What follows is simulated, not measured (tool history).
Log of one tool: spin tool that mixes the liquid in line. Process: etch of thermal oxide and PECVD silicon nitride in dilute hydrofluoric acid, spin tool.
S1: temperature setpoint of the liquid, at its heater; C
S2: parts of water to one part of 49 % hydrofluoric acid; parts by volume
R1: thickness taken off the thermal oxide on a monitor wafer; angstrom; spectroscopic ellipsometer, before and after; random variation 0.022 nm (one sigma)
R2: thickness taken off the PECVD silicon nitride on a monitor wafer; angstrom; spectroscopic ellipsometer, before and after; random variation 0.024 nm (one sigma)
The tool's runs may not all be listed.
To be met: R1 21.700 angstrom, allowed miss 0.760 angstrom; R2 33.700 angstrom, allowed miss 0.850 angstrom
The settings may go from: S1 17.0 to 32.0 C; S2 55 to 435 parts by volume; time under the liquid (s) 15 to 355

run 1 day=0.000 | S1=24.0 S2=245 time_under_the_liquid_(s)=180 | R1=31.879 R2=40.833
run 2 day=0.338 | S1=24.5 S2=270 time_under_the_liquid_(s)=185 | R1=29.086 R2=39.354
run 3 day=0.579 | S1=28.0 S2=270 time_under_the_liquid_(s)=185 | R1=32.632 R2=49.192
run 4 day=0.958 | S1=28.0 S2=270 time_under_the_liquid_(s)=240 | R1=43.152 R2=63.283
run 5 day=1.029 | S1=28.0 S2=270 time_under_the_liquid_(s)=285 | R1=50.814 R2=75.484
run 6 day=1.400 | S1=27.0 S2=305 time_under_the_liquid_(s)=295 | R1=42.458 R2=64.913
run 7 day=1.562 | S1=23.0 S2=400 time_under_the_liquid_(s)=330 | R1=29.783 R2=43.191
run 8 day=1.771 | S1=23.0 S2=410 time_under_the_liquid_(s)=325 | R1=28.555 R2=41.684
run 9 day=2.121 | S1=23.5 S2=415 time_under_the_liquid_(s)=315 | R1=27.171 R2=41.186
run 10 day=2.238 | S1=23.5 S2=420 time_under_the_liquid_(s)=310 | R1=26.505 R2=40.148
run 11 day=2.379 | S1=23.5 S2=425 time_under_the_liquid_(s)=305 | R1=25.279 R2=39.127
run 12 day=2.629 | S1=23.5 S2=425 time_under_the_liquid_(s)=300 | R1=25.269 R2=38.366
run 13 day=3.000 | S1=23.5 S2=425 time_under_the_liquid_(s)=295 | R1=24.807 R2=37.669
run 14 day=3.208 | S1=23.5 S2=425 time_under_the_liquid_(s)=290 | R1=24.541 R2=36.936
run 15 day=3.529 | S1=23.5 S2=425 time_under_the_liquid_(s)=285 | R1=24.083 R2=36.641
run 16 day=3.562 | S1=23.5 S2=425 time_under_the_liquid_(s)=280 | R1=23.142 R2=35.822

4 next moves are on the table. One of them brings every result within its allowed miss. Which?
run A day=3.596 | S1=26.0 S2=435 time_under_the_liquid_(s)=250 | R1=? R2=?
run B day=3.596 | S1=20.5 S2=380 time_under_the_liquid_(s)=265 | R1=? R2=?
run C day=3.596 | S1=23.5 S2=435 time_under_the_liquid_(s)=270 | R1=? R2=?
run D day=3.596 | S1=21.5 S2=395 time_under_the_liquid_(s)=275 | R1=? R2=?

move=A R1=22.117 R2=36.064
move=B R1=23.480 R2=31.486
move=C R1=22.054 R2=33.686
move=D R1=23.954 R2=33.458
A: further off than the last run
B: takes the result that was furthest off past its target
C: meets every target
D: brings the result that was furthest off to its target, and leaves another outside
Answer: C
